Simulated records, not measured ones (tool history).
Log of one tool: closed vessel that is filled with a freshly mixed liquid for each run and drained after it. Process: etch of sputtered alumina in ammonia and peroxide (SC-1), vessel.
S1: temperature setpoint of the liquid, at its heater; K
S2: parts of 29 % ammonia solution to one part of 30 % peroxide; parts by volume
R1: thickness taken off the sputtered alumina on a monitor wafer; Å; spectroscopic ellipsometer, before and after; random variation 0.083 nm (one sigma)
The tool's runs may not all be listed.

run 1 hour=0 | S1=326.15 S2=0.85 time_in_the_liquid_(s)=455 | R1=259.32
run 2 hour=5.5 | S1=326.15 S2=0.85 time_in_the_liquid_(s)=455 | R1=258.26
run 3 hour=13.5 | S1=322.65 S2=0.85 time_in_the_liquid_(s)=455 | R1=210.56
run 4 hour=19.9 | S1=326.15 S2=0.85 time_in_the_liquid_(s)=455 | R1=255.34
run 5 hour=21.1 | S1=323.15 S2=0.85 time_in_the_liquid_(s)=455 | R1=214.98
run 6 hour=30.5 | S1=320.65 S2=0.85 time_in_the_liquid_(s)=455 | R1=188.24
run 7 hour=33.7 | S1=318.65 S2=0.85 time_in_the_liquid_(s)=455 | R1=166.85

The next listed run, before its measurement:
run 8 hour=43 | S1=311.65 S2=0.85 time_in_the_liquid_(s)=455 | R1=?

R1: 112.22 Å

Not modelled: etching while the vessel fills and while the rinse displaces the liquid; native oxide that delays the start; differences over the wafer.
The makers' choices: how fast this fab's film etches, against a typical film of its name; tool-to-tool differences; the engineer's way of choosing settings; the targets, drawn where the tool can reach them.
